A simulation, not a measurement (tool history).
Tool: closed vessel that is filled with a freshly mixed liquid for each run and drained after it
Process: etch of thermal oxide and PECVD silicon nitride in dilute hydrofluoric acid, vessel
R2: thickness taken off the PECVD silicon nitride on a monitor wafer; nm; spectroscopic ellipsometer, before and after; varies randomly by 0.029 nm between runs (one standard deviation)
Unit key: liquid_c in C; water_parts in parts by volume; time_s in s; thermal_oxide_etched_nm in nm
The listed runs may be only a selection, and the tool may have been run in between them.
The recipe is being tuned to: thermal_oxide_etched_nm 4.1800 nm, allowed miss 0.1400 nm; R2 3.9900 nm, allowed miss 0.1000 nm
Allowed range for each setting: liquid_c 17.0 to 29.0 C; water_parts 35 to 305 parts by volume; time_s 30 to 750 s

Run 1, hour 0.0: liquid_c 21.0 C, water_parts 170 parts by volume, time_s 380 s. Result: thermal_oxide_etched_nm 8.6170 nm, R2 7.0841 nm.
Run 2, hour 7.4: liquid_c 18.0 C, water_parts 170 parts by volume, time_s 380 s. Result: thermal_oxide_etched_nm 7.7258 nm, R2 5.7676 nm.
Run 3, hour 11.5: liquid_c 18.5 C, water_parts 185 parts by volume, time_s 385 s. Result: thermal_oxide_etched_nm 7.1484 nm, R2 5.5428 nm.
Run 4, hour 14.9: liquid_c 18.5 C, water_parts 235 parts by volume, time_s 385 s. Result: thermal_oxide_etched_nm 5.4268 nm, R2 4.3988 nm.
Run 5, hour 19.8: liquid_c 18.5 C, water_parts 235 parts by volume, time_s 255 s. Result: thermal_oxide_etched_nm 3.4625 nm, R2 2.9176 nm.
Run 6, hour 21.0: liquid_c 18.5 C, water_parts 235 parts by volume, time_s 380 s. Result: thermal_oxide_etched_nm 5.3152 nm, R2 4.3637 nm.
Run 7, hour 27.2: liquid_c 18.5 C, water_parts 235 parts by volume, time_s 380 s. Result: thermal_oxide_etched_nm 5.3189 nm, R2 4.3242 nm.
Run 8, hour 33.4: liquid_c 22.0 C, water_parts 305 parts by volume, time_s 425 s. Result: thermal_oxide_etched_nm 4.8870 nm, R2 4.7289 nm.
Run 9, hour 37.1: liquid_c 22.0 C, water_parts 305 parts by volume, time_s 420 s. Result: thermal_oxide_etched_nm 4.8400 nm, R2 4.6649 nm.
Run 10, hour 43.8: liquid_c 22.0 C, water_parts 305 parts by volume, time_s 415 s. Result: thermal_oxide_etched_nm 4.6583 nm, R2 4.5675 nm.

Pick the move, out of 5, that brings all results within their allowed miss; only one does.
Run A, hour 50.5: liquid_c 19.5 C, water_parts 245 parts by volume, time_s 355 s. Result: thermal_oxide_etched_nm ?, R2 ?.
Run B, hour 50.5: liquid_c 28.5 C, water_parts 305 parts by volume, time_s 305 s. Result: thermal_oxide_etched_nm ?, R2 ?.
Run C, hour 50.5: liquid_c 22.0 C, water_parts 305 parts by volume, time_s 460 s. Result: thermal_oxide_etched_nm ?, R2 ?.
Run D, hour 50.5: liquid_c 22.0 C, water_parts 285 parts by volume, time_s 335 s. Result: thermal_oxide_etched_nm ?, R2 ?.
Run E, hour 50.5: liquid_c 17.5 C, water_parts 290 parts by volume, time_s 440 s. Result: thermal_oxide_etched_nm ?, R2 ?.

move  thermal_oxide_etched_nm      R2
   A                   4.8742  4.1124
   B                   4.3525  4.9494
   C                   5.2596  5.0486
   D                   4.1766  3.9290
   E                   4.5465  3.8059
A: an improvement on the last run, though not all results are within tolerance
B: its largest miss is bigger than the last run's
C: its largest miss is bigger than the last run's
D: meets every target
E: takes the biggest miss from the last run beyond its target
Move D is the one to make.

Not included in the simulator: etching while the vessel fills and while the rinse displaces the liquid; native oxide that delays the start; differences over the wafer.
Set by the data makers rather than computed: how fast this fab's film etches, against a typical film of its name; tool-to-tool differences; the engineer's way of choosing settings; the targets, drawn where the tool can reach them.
